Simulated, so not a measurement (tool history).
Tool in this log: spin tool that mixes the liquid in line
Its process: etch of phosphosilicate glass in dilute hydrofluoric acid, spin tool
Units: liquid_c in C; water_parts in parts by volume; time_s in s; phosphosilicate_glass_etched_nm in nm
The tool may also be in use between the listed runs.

run  hour  liquid_c  water_parts  time_s  phosphosilicate_glass_etched_nm
  1   0.0      24.0          190      15                           6.7198
  2   7.7      23.0          195      15                           6.2365
  3  15.6      22.0          195      15                           6.0416
  4  18.4      21.5          195      15                           5.9742
  5  23.0      21.0          200      15                           5.6247
  6  30.5      20.5          200      15                           5.5376
  7  38.5      20.0          200      15                           5.4046
  8  42.7      19.5          200      15                           5.2693
  9  51.6      19.0          200      15                           5.2233
 10  60.6      18.5          200      15                           5.1560

The next listed run, before its measurement:
 11  63.2      17.5          205      15                                ?

phosphosilicate_glass_etched_nm: 4.7636 nm
